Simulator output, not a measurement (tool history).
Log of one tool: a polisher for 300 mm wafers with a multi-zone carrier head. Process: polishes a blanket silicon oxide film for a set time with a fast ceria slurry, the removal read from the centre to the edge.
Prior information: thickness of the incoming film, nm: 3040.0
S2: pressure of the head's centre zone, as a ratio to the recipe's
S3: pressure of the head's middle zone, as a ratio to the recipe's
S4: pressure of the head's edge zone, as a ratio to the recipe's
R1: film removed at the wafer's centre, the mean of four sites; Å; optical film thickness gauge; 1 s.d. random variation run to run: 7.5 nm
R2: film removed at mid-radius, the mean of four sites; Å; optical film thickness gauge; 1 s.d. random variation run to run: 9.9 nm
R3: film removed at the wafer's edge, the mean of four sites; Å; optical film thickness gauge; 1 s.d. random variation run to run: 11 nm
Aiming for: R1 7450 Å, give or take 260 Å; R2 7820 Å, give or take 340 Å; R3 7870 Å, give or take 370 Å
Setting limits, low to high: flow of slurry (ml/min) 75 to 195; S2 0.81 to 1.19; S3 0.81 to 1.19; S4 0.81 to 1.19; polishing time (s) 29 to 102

run 1 hour=0 | flow_of_slurry_(ml/min)=125 S2=1 S3=1 S4=1 polishing_time_(s)=65 | R1=8551.3 R2=8398.6 R3=8805.7
run 2 hour=5 | flow_of_slurry_(ml/min)=125 S2=1 S3=1 S4=1 polishing_time_(s)=74 | R1=9853.5 R2=9539.1 R3=9832.2
run 3 hour=13.3 | flow_of_slurry_(ml/min)=115 S2=0.98 S3=0.99 S4=0.96 polishing_time_(s)=71 | R1=8913.9 R2=9039.1 R3=9250.6
run 4 hour=15.6 | flow_of_slurry_(ml/min)=110 S2=0.98 S3=0.98 S4=0.93 polishing_time_(s)=69 | R1=8559.1 R2=8603.7 R3=8735.5
run 5 hour=21.5 | flow_of_slurry_(ml/min)=105 S2=0.97 S3=0.97 S4=0.91 polishing_time_(s)=68 | R1=8104.5 R2=8248.2 R3=8541.9
run 6 hour=22.9 | flow_of_slurry_(ml/min)=100 S2=0.97 S3=0.97 S4=0.89 polishing_time_(s)=67 | R1=8043.3 R2=8163.1 R3=8138.5
run 7 hour=31.9 | flow_of_slurry_(ml/min)=95 S2=0.96 S3=0.97 S4=0.89 polishing_time_(s)=67 | R1=7895.1 R2=7914 R3=8118.7
run 8 hour=32.6 | flow_of_slurry_(ml/min)=80 S2=0.93 S3=1.01 S4=0.86 polishing_time_(s)=66 | R1=6898 R2=7497 R3=7461.2
run 9 hour=35 | flow_of_slurry_(ml/min)=85 S2=0.93 S3=1 S4=0.87 polishing_time_(s)=66 | R1=7106.7 R2=7567.2 R3=7826.4

Pick the move, out of 4, that brings all results within their allowed miss; only one does.
run A hour=37.4 | flow_of_slurry_(ml/min)=85 S2=0.93 S3=0.95 S4=0.81 polishing_time_(s)=70 | R1=? R2=? R3=?
run B hour=37.4 | flow_of_slurry_(ml/min)=90 S2=0.88 S3=1.03 S4=0.83 polishing_time_(s)=65 | R1=? R2=? R3=?
run C hour=37.4 | flow_of_slurry_(ml/min)=75 S2=0.87 S3=0.96 S4=0.88 polishing_time_(s)=73 | R1=? R2=? R3=?
run D hour=37.4 | flow_of_slurry_(ml/min)=95 S2=0.92 S3=0.94 S4=0.9 polishing_time_(s)=62 | R1=? R2=? R3=?

move=A R1=7594 R2=7847.9 R3=7881.9
move=B R1=6833.1 R2=7963.7 R3=7488.9
move=C R1=6988.1 R2=7860 R3=8261.7
move=D R1=6956.7 R2=7159.8 R3=7507.3
A: every result lands within tolerance
B: further off than the last run
C: further off than the last run
D: further off than the last run
So the answer is move A, the one that meets all the targets.
